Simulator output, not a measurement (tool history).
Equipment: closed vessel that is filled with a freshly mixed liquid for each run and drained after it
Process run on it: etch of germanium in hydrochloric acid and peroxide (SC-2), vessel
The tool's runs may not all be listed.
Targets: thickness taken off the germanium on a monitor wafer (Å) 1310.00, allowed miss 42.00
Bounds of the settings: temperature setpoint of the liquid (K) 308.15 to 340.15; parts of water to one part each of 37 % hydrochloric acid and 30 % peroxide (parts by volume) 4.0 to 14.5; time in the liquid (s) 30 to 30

run	hour	temperature setpoint of the liquid (K)	parts of water to one part each of 37 % hydrochloric acid and 30 % peroxide (parts by volume)	time in the liquid (s)	thickness taken off the germanium on a monitor wafer (Å)
1	0.0	324.15	8.0	30	965.86
2	8.7	327.15	8.0	30	1051.10
3	14.0	324.65	8.0	30	964.81
4	16.5	324.65	10.0	30	970.26
5	18.2	327.65	10.0	30	1043.60
6	26.0	320.65	10.0	30	840.87
7	29.8	320.65	10.0	30	847.99
8	35.8	325.15	10.0	30	978.69
9	38.2	328.15	10.0	30	1046.30
10	47.0	330.65	10.0	30	1144.40
11	47.8	332.15	10.0	30	1200.10
12	52.5	333.15	10.0	30	1236.30
13	53.8	333.65	10.0	30	1263.90

Which single option among these 4 for the next run brings every result within its allowed miss of target? Just one does.
A	55.1	334.65	14.5	30	?
B	55.1	333.15	12.5	30	?
C	55.1	331.65	10.0	30	?
D	55.1	335.15	9.0	30	?

move	thickness taken off the germanium on a monitor wafer (Å)
A	1218.80
B	1196.00
C	1178.50
D	1320.90
A: its largest miss is bigger than the last run's
B: its largest miss is bigger than the last run's
C: its largest miss is bigger than the last run's
D: meets every target
The move that meets every target is D.
